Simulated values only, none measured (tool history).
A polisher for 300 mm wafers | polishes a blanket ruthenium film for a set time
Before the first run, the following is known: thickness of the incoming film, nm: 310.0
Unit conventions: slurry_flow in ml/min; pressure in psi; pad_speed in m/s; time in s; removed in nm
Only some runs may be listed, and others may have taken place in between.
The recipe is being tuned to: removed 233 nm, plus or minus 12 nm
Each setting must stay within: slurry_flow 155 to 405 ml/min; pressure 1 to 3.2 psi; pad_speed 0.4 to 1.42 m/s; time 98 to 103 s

run  hour  slurry_flow  pressure  pad_speed  time  removed
  1     0          260       2.1        0.9    98   119.06
  2   8.4          260       2.2       0.92    98   126.31
  3  16.1          260       2.2       1.02    98   144.36
  4  17.7          260         2       1.02    98   129.67
  5  26.3          260         2       0.86    98   110.43
  6  35.2          260       1.6       0.86    98   89.521
  7  39.3          260       1.8       0.88    98   100.05
  8  41.9          260       1.9        0.9    98      108
  9  44.7          260       1.9        0.9    98   110.67
 10  45.8          260         2       0.92    98   113.91
 11  53.7          260       2.1       0.94    98   124.55
 12  62.3          260       2.7       1.02    98   179.32
 13  63.2          260       2.8       1.02    98   185.43
 14  65.8          260         3       1.06    98   199.72
 15  71.2          260       3.1        1.1    98   209.41

Consider the 4 candidate settings below. Which is the only one whose results all fall within their allowed miss of target?
  A  76.6          215         3        1.1    98        ?
  B  76.6          300       3.2       1.24   103        ?
  C  76.6          210       3.1       1.02    98        ?
  D  76.6          255         3       1.26    98        ?

move  removed
   A   199.92
   B   259.33
   C   191.34
   D   232.04
A: lands further from the targets than the last run did
B: takes the biggest miss from the last run beyond its target
C: lands further from the targets than the last run did
D: meets every target
D meets every target.
